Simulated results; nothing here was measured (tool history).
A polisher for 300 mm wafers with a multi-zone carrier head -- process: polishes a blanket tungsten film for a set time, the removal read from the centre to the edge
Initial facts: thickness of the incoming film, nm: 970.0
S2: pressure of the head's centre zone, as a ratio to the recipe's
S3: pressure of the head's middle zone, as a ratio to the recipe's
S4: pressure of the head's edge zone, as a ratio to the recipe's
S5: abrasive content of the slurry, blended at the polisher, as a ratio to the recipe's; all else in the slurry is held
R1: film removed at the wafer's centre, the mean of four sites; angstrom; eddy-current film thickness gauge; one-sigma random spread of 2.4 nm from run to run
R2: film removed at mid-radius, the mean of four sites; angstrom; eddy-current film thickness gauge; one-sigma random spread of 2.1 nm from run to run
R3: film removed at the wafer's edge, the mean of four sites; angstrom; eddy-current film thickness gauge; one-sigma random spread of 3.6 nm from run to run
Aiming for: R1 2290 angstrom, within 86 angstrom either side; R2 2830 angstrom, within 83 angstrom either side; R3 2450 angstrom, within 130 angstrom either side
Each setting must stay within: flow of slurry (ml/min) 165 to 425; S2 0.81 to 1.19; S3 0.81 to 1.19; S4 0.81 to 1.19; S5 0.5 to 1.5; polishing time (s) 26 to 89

Run 1, day 0: flow of slurry (ml/min) 275, S2 1, S3 1, S4 1, S5 1, polishing time (s) 57. Result: R1 2180.7 angstrom, R2 2189.2 angstrom, R3 2174.7 angstrom.
Run 2, day 0.221: flow of slurry (ml/min) 275, S2 1, S3 1, S4 1, S5 0.8, polishing time (s) 57. Result: R1 2030.3 angstrom, R2 2074 angstrom, R3 2056.1 angstrom.
Run 3, day 0.571: flow of slurry (ml/min) 280, S2 0.99, S3 1.05, S4 1.02, S5 0.9, polishing time (s) 58. Result: R1 2143.8 angstrom, R2 2250.5 angstrom, R3 2143.4 angstrom.
Run 4, day 0.658: flow of slurry (ml/min) 280, S2 0.99, S3 1.05, S4 0.94, S5 0.9, polishing time (s) 58. Result: R1 2117.6 angstrom, R2 2250.3 angstrom, R3 2030.7 angstrom.
Run 5, day 1.025: flow of slurry (ml/min) 280, S2 0.99, S3 1.05, S4 0.94, S5 1, polishing time (s) 58. Result: R1 2195 angstrom, R2 2345.7 angstrom, R3 2123.6 angstrom.
Run 6, day 1.162: flow of slurry (ml/min) 285, S2 0.97, S3 1.08, S4 0.97, S5 1.05, polishing time (s) 58. Result: R1 2157.9 angstrom, R2 2416.6 angstrom, R3 2187.8 angstrom.
Run 7, day 1.308: flow of slurry (ml/min) 290, S2 0.97, S3 1.11, S4 0.99, S5 1.1, polishing time (s) 58. Result: R1 2195 angstrom, R2 2488 angstrom, R3 2205.2 angstrom.
Run 8, day 1.458: flow of slurry (ml/min) 290, S2 0.96, S3 1.13, S4 1, S5 1.15, polishing time (s) 58. Result: R1 2132.4 angstrom, R2 2523.5 angstrom, R3 2270.6 angstrom.
Run 9, day 1.783: flow of slurry (ml/min) 300, S2 0.96, S3 1.15, S4 1, S5 1.2, polishing time (s) 58. Result: R1 2191.3 angstrom, R2 2636.9 angstrom, R3 2290.3 angstrom.
Run 10, day 1.988: flow of slurry (ml/min) 310, S2 0.96, S3 1.16, S4 1.01, S5 1.25, polishing time (s) 58. Result: R1 2245.3 angstrom, R2 2692.1 angstrom, R3 2412.8 angstrom.
Run 11, day 2.133: flow of slurry (ml/min) 315, S2 0.96, S3 1.17, S4 1, S5 1.25, polishing time (s) 58. Result: R1 2252.7 angstrom, R2 2718.9 angstrom, R3 2324.7 angstrom.

Which single option among these 4 for the next run brings every result within its allowed miss of target? Just one does.
Run A, day 2.279: flow of slurry (ml/min) 380, S2 1.02, S3 1.12, S4 1.03, S5 1.3, polishing time (s) 57. Result: R1 ?, R2 ?, R3 ?.
Run B, day 2.279: flow of slurry (ml/min) 315, S2 0.98, S3 1.03, S4 1.17, S5 1.5, polishing time (s) 60. Result: R1 ?, R2 ?, R3 ?.
Run C, day 2.279: flow of slurry (ml/min) 290, S2 0.87, S3 1.19, S4 1.03, S5 1.3, polishing time (s) 59. Result: R1 ?, R2 ?, R3 ?.
Run D, day 2.279: flow of slurry (ml/min) 270, S2 0.91, S3 1.13, S4 0.93, S5 1.3, polishing time (s) 62. Result: R1 ?, R2 ?, R3 ?.

move      R1      R2      R3
   A  2396.6    2633  2387.7
   B  2469.1  2635.3  2750.7
   C  2061.5  2809.3  2426.6
   D  2248.4  2803.4  2417.6
A: misses by more than the last run did
B: misses by more than the last run did
C: the furthest-off result lands on target, but another misses its tolerance
D: all results land within tolerance of their targets
So the answer is move D, the one that meets all the targets.
